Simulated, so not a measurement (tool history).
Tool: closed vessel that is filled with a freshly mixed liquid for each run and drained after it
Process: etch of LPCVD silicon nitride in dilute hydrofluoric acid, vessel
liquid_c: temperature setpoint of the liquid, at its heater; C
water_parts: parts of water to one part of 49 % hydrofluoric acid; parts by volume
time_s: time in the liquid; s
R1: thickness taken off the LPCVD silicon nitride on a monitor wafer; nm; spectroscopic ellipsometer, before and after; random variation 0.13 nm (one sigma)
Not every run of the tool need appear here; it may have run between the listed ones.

{"run": 1, "hour": 0.0, "liquid_c": 24.0, "water_parts": 185, "time_s": 2860, "R1": 8.9518}
{"run": 2, "hour": 1.5, "liquid_c": 26.5, "water_parts": 185, "time_s": 2860, "R1": 10.51}
{"run": 3, "hour": 3.0, "liquid_c": 23.5, "water_parts": 185, "time_s": 2860, "R1": 8.6172}
{"run": 4, "hour": 5.4, "liquid_c": 24.5, "water_parts": 185, "time_s": 2860, "R1": 9.3149}
{"run": 5, "hour": 11.0, "liquid_c": 25.5, "water_parts": 185, "time_s": 2860, "R1": 9.8945}
{"run": 6, "hour": 18.4, "liquid_c": 26.0, "water_parts": 185, "time_s": 2860, "R1": 10.085}

What will run 7 give?
{"run": 7, "hour": 25.6, "liquid_c": 27.0, "water_parts": 185, "time_s": 2860, "R1": "?"}

{"run 7": {"R1": 10.767}}
